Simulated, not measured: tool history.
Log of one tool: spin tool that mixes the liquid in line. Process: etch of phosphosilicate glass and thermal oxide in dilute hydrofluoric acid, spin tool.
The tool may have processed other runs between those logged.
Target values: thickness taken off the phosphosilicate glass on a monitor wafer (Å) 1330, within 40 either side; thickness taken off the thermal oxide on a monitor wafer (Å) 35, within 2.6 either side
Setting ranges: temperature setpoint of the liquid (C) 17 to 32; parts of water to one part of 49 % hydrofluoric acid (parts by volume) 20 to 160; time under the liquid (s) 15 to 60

| run | day | temperature setpoint of the liquid (C) | parts of water to one part of 49 % hydrofluoric acid (parts by volume) | time under the liquid (s) | thickness taken off the phosphosilicate glass on a monitor wafer (Å) | thickness taken off the thermal oxide on a monitor wafer (Å) |
|---|---|---|---|---|---|---|
| 1 | 0 | 24 | 90 | 30 | 675.04 | 18.446 |
| 2 | 0.112 | 27 | 90 | 30 | 765.78 | 19.847 |
| 3 | 0.433 | 27 | 75 | 30 | 932.17 | 24.013 |
| 4 | 0.592 | 27.5 | 70 | 30 | 1036.2 | 26.821 |
| 5 | 0.758 | 27.5 | 70 | 45 | 1526.7 | 40.911 |
| 6 | 0.896 | 27 | 70 | 45 | 1516.5 | 39.332 |
| 7 | 1.158 | 26 | 70 | 45 | 1446.3 | 39.426 |
| 8 | 1.467 | 26.5 | 75 | 45 | 1343 | 36.145 |
| 9 | 1.579 | 27 | 75 | 45 | 1389.4 | 36.993 |

Exercise: of the 4 proposed moves below, exactly one satisfies all targets within the stated allowed misses. Which move is it?
| A | 1.692 | 22 | 65 | 45 | ? | ? |
| B | 1.692 | 28.5 | 70 | 40 | ? | ? |
| C | 1.692 | 26 | 80 | 45 | ? | ? |
| D | 1.692 | 26 | 80 | 50 | ? | ? |

| move | thickness taken off the phosphosilicate glass on a monitor wafer (Å) | thickness taken off the thermal oxide on a monitor wafer (Å) |
|---|---|---|
| A | 1323.1 | 37.144 |
| B | 1408.5 | 39.543 |
| C | 1239.7 | 34.802 |
| D | 1377.4 | 38.669 |
A: meets every target
B: moves away from the targets compared with the last run
C: takes the biggest miss from the last run beyond its target
D: as far off as the last run
Go with A: it meets all targets.

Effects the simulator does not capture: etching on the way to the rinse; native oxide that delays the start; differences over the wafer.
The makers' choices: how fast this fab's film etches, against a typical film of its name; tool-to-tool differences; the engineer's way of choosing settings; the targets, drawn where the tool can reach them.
